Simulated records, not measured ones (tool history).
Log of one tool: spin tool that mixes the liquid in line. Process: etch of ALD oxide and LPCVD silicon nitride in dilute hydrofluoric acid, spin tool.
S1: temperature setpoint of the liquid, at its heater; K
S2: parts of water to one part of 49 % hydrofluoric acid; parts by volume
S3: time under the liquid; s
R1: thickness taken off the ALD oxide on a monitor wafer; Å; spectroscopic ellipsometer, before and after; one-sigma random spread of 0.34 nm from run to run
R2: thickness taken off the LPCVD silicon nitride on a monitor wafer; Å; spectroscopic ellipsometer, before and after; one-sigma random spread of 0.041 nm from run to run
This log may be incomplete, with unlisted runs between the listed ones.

run,hour,S1,S2,S3,R1,R2
1,0.0,295.15,85,150,502.28,6.9060
2,8.5,295.15,85,110,368.72,5.3651
3,11.9,296.15,80,110,405.93,6.2646
4,17.7,296.15,65,110,511.84,7.5649
5,19.5,296.65,60,110,573.41,8.6806
6,25.2,296.65,45,110,781.69,10.6490
7,26.2,296.65,45,110,780.79,10.5640
8,32.6,297.15,45,110,794.99,12.0320
9,34.4,297.65,45,110,812.45,11.5790
10,39.3,298.15,45,110,830.69,12.4790
11,42.0,299.15,45,110,861.60,13.0890

What does the tool deliver on the next run?
12,45.0,300.15,50,110,?,?

R1: 803.74 Å
R2: 13.4280 Å

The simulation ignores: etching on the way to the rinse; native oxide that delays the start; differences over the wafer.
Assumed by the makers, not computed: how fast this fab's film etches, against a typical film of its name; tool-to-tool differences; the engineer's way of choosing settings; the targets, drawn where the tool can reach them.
